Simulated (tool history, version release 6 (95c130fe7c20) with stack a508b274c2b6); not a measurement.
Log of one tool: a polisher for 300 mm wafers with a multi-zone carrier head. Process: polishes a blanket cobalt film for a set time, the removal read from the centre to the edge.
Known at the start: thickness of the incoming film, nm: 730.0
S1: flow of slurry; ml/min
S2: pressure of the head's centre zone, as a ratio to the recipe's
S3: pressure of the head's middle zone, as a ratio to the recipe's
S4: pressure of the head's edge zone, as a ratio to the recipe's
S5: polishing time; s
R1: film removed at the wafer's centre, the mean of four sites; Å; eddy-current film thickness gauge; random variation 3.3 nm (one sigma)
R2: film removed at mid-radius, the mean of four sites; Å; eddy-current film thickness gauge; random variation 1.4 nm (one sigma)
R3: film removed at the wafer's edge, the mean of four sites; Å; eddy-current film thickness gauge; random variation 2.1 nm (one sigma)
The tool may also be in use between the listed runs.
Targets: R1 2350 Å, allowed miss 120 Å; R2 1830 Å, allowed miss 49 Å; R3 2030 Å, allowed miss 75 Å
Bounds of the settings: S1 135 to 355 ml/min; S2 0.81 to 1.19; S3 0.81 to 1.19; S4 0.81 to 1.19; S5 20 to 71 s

run,day,S1,S2,S3,S4,S5,R1,R2,R3
1,0,225,1,1,1,45,2945.8,2862.1,2818.6
2,0.229,225,1,1,1,56,3660.1,3610.9,3551.4
3,0.4,215,1.02,0.94,0.97,48,3172.9,2914.8,2946.1
4,0.471,205,1.04,0.9,0.97,42,2913.3,2473.6,2565.6
5,0.508,150,1.04,0.9,0.97,42,2713.1,2362.7,2551.4
6,0.85,150,1.05,0.88,0.96,39,2563,2167.8,2348.2
7,1,145,1.08,0.81,0.91,33,2265.6,1693.1,1945.2
8,1.317,155,1.08,0.82,0.92,33,2237.2,1735.8,1955.2
9,1.438,165,1.09,0.83,0.93,33,2284.8,1768,1972.8
10,1.592,170,1.09,0.83,0.94,33,2276.1,1782.5,1964.7
11,1.954,170,1.09,0.83,0.95,33,2310,1759.4,2012.2

4 next moves are on the table. One of them brings every result within its allowed miss. Which?
A,2.317,145,1.15,0.81,0.89,33,?,?,?
B,2.317,135,1.06,0.83,0.99,33,?,?,?
C,2.317,150,1.06,0.81,0.86,35,?,?,?
D,2.317,255,1.06,0.81,0.91,32,?,?,?

move,R1,R2,R3
A,2418.2,1723.7,1955.8
B,2215,1748.9,2036.5
C,2371.3,1834,2049.8
D,2271.7,1748.3,1978.7
A: further off than the last run
B: further off than the last run
C: meets every target
D: further off than the last run
Answer: C

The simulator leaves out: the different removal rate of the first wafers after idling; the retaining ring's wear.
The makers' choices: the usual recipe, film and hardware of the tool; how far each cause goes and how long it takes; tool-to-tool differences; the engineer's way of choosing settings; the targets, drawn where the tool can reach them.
